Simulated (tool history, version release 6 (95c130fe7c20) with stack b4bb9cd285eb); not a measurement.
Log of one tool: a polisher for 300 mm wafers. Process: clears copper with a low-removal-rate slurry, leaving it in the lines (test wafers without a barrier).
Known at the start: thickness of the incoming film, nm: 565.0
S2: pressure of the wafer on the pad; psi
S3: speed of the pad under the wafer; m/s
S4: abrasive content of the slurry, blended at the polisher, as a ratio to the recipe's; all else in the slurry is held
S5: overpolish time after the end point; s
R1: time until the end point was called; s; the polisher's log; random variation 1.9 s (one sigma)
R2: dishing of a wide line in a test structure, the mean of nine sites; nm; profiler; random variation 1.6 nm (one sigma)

{"run": 1, "hour": 0.0, "flow of slurry (ml/min)": 135, "S2": 4, "S3": 0.94, "S4": 1, "S5": 20, "R1": 154.8, "R2": 47.47}
{"run": 2, "hour": 6.6, "flow of slurry (ml/min)": 135, "S2": 4, "S3": 0.94, "S4": 0.9, "S5": 20, "R1": 159.52, "R2": 46.346}
{"run": 3, "hour": 12.4, "flow of slurry (ml/min)": 125, "S2": 4, "S3": 0.94, "S4": 0.9, "S5": 20, "R1": 156.23, "R2": 46.537}
{"run": 4, "hour": 18.0, "flow of slurry (ml/min)": 125, "S2": 4, "S3": 0.94, "S4": 0.7, "S5": 20, "R1": 173.84, "R2": 45.347}
{"run": 5, "hour": 23.3, "flow of slurry (ml/min)": 125, "S2": 4, "S3": 0.94, "S4": 0.7, "S5": 15, "R1": 164.65, "R2": 34.457}
{"run": 6, "hour": 27.8, "flow of slurry (ml/min)": 125, "S2": 4.2, "S3": 0.94, "S4": 0.7, "S5": 16, "R1": 163.04, "R2": 38.405}
{"run": 7, "hour": 29.4, "flow of slurry (ml/min)": 130, "S2": 5.3, "S3": 0.96, "S4": 0.7, "S5": 20, "R1": 128.92, "R2": 54.403}

Forecast run 8:
{"run": 8, "hour": 34.0, "flow of slurry (ml/min)": 130, "S2": 5.4, "S3": 0.96, "S4": 0.7, "S5": 20, "R1": "?", "R2": "?"}

Run 8 gave R1 126.86 s, R2 59.296 nm.
